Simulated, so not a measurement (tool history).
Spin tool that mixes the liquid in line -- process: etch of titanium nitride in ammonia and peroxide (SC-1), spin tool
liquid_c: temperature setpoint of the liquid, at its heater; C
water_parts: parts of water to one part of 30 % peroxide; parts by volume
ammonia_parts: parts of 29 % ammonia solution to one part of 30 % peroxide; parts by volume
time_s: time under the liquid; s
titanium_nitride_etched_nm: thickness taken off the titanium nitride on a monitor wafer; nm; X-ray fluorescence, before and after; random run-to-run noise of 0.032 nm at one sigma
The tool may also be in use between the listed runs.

run  hour  liquid_c  water_parts  ammonia_parts  time_s  titanium_nitride_etched_nm
  1   0.0        55         17.5            0.6      50                      4.1467
  2   8.3        54         17.5            0.6      50                      3.9006
  3  15.2        54         23.0            0.6      50                      3.3286
  4  20.9        54         23.0            0.5      50                      3.2211
  5  28.6        54         26.5            0.5      50                      2.9815
  6  34.3        54         26.5            0.5      40                      2.3861

Run 7 has not been measured yet. What should we expect?
  7  41.4        55         26.5            0.5      40                           ?

titanium_nitride_etched_nm: 2.5256 nm

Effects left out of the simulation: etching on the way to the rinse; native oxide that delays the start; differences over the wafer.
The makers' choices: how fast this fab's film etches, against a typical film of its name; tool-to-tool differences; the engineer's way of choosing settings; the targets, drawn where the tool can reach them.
